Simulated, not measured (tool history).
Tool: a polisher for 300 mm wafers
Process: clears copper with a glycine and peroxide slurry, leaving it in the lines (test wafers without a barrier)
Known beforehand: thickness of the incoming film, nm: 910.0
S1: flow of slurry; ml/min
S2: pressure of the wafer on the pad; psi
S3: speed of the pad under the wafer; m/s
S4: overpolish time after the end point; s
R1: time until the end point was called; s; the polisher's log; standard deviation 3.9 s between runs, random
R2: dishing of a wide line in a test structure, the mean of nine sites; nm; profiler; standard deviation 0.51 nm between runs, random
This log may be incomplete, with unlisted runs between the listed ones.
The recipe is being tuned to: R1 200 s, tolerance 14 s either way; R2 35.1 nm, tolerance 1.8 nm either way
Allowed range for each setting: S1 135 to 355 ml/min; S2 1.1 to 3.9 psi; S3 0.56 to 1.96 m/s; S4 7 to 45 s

| run | hour | S1 | S2 | S3 | S4 | R1 | R2 |
|---|---|---|---|---|---|---|---|
| 1 | 0 | 225 | 2.5 | 1.26 | 23 | 165.29 | 56.739 |
| 2 | 3.7 | 225 | 2.4 | 1.26 | 20 | 169 | 50.574 |
| 3 | 11.6 | 225 | 2.3 | 1.26 | 18 | 166.24 | 45.967 |
| 4 | 20.4 | 225 | 2.1 | 1.26 | 18 | 185.06 | 44.913 |
| 5 | 22 | 225 | 2.1 | 1.26 | 9 | 179.53 | 25.438 |
| 6 | 24.7 | 225 | 1.7 | 1.26 | 9 | 206.11 | 23.346 |
| 7 | 30.8 | 225 | 1.8 | 1.24 | 10 | 201.12 | 25.711 |
| 8 | 32.5 | 220 | 2.2 | 1.04 | 20 | 204.87 | 44.103 |
| 9 | 35.7 | 220 | 2.2 | 1.04 | 19 | 206.07 | 42.323 |
| 10 | 38.9 | 220 | 2.2 | 1.06 | 18 | 201.72 | 41.063 |
| 11 | 43.5 | 220 | 2.2 | 1.08 | 17 | 199.08 | 40.19 |
| 12 | 50.1 | 220 | 2.2 | 1.1 | 17 | 196.7 | 39.626 |
| 13 | 52.2 | 220 | 2.1 | 1.12 | 16 | 204.03 | 38.464 |
| 14 | 57.4 | 225 | 2.1 | 1.12 | 16 | 192.48 | 38.231 |
| 15 | 64.1 | 220 | 2.1 | 1.12 | 16 | 198.54 | 37.853 |
| 16 | 67 | 225 | 2.1 | 1.12 | 16 | 197.98 | 37.47 |

Which one of the following 5 next-run settings gets every result inside its allowed miss? There is exactly one.
| A | 69.9 | 200 | 2.3 | 1.1 | 14 | ? | ? |
| B | 69.9 | 225 | 1.9 | 1.22 | 17 | ? | ? |
| C | 69.9 | 245 | 1.7 | 1.24 | 18 | ? | ? |
| D | 69.9 | 230 | 2.2 | 1.06 | 18 | ? | ? |
| E | 69.9 | 175 | 1.4 | 1.44 | 18 | ? | ? |

| move | R1 | R2 |
|---|---|---|
| A | 192.72 | 35.412 |
| B | 194.86 | 40.423 |
| C | 202.37 | 40.89 |
| D | 200.02 | 41.711 |
| E | 208.51 | 39.584 |
A: every result within its allowed miss
B: its largest miss is bigger than the last run's
C: its largest miss is bigger than the last run's
D: its largest miss is bigger than the last run's
E: its largest miss is bigger than the last run's
The move that meets every target is A.

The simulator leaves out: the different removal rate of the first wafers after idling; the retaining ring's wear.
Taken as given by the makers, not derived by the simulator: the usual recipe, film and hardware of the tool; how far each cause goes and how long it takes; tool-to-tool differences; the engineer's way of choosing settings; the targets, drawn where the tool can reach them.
